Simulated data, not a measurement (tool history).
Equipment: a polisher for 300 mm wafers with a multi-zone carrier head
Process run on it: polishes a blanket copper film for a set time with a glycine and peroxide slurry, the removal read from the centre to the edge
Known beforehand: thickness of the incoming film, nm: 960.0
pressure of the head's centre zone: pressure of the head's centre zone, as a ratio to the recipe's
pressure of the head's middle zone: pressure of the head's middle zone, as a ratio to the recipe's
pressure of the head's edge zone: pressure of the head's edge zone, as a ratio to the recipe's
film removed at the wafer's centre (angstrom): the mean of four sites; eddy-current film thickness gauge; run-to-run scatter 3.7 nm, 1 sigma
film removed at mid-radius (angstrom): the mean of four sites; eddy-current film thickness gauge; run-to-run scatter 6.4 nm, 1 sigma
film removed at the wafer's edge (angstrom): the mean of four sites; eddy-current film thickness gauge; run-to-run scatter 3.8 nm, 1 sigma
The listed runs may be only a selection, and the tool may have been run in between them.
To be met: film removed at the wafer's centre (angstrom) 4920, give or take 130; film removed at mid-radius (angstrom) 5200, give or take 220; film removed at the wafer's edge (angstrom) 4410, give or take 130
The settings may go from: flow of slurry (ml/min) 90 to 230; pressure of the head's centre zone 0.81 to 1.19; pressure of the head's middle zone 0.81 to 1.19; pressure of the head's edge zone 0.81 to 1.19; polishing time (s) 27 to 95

run  hour  flow of slurry (ml/min)  pressure of the head's centre zone  pressure of the head's middle zone  pressure of the head's edge zone  polishing time (s)  film removed at the wafer's centre (angstrom)  film removed at mid-radius (angstrom)  film removed at the wafer's edge (angstrom)
  1     0                      150                                   1                                   1                                 1                  61                                         4041.1                                 4112.4                                       4089.8
  2   0.9                      165                                1.02                                1.04                                 1                  61                                         4166.8                                 4214.4                                         4077
  3   7.6                      165                                1.07                                1.04                                 1                  61                                         4357.8                                 4166.7                                       4129.8
  4  14.8                      165                                1.07                                1.04                                 1                  48                                         3441.8                                 3315.1                                       3199.3
  5  16.8                      175                                1.07                                1.08                              0.99                  53                                         3834.2                                 3843.1                                       3560.5
  6  23.5                      200                                1.07                                1.08                              0.99                  53                                         3944.9                                 3910.8                                       3604.3
  7  28.6                      205                                1.08                                1.11                              0.99                  56                                           4187                                 4201.8                                       3734.9
  8  31.1                      220                                1.08                                1.19                              1.06                  67                                         5024.2                                 5388.9                                       4721.4
  9  33.5                      215                                1.08                                1.19                              1.04                  67                                         5017.3                                 5404.6                                       4685.7
 10  36.2                      210                                1.08                                1.19                              1.02                  67                                         4990.5                                 5434.9                                       4614.9
 11  40.2                      210                                1.08                                1.18                              1.01                  67                                         5026.4                                 5348.2                                       4674.4

Which one of the following 5 next-run settings gets every result inside its allowed miss? There is exactly one.
  A  44.2                      215                                1.07                                1.02                              1.15                  66                                              ?                                      ?                                            ?
  B  44.2                      145                                1.06                                1.18                              1.09                  68                                              ?                                      ?                                            ?
  C  44.2                      225                                1.06                                1.08                              1.08                  69                                              ?                                      ?                                            ?
  D  44.2                      230                                1.11                                1.19                              1.03                  63                                              ?                                      ?                                            ?
  E  44.2                      220                                1.08                                1.19                              0.96                  69                                              ?                                      ?                                            ?

move  film removed at the wafer's centre (angstrom)  film removed at mid-radius (angstrom)  film removed at the wafer's edge (angstrom)
   A                                         4925.7                                 4572.6                                         4827
   B                                         4735.4                                 5056.5                                       4641.2
   C                                         5134.4                                 5046.7                                       4903.6
   D                                         4928.5                                 5020.6                                       4375.2
   E                                         5220.4                                 5471.5                                         4614
A: moves away from the targets compared with the last run
B: better than the last run, though not everything is in spec
C: moves away from the targets compared with the last run
D: meets every target
E: moves away from the targets compared with the last run
D is the move that brings every result within its allowed miss.

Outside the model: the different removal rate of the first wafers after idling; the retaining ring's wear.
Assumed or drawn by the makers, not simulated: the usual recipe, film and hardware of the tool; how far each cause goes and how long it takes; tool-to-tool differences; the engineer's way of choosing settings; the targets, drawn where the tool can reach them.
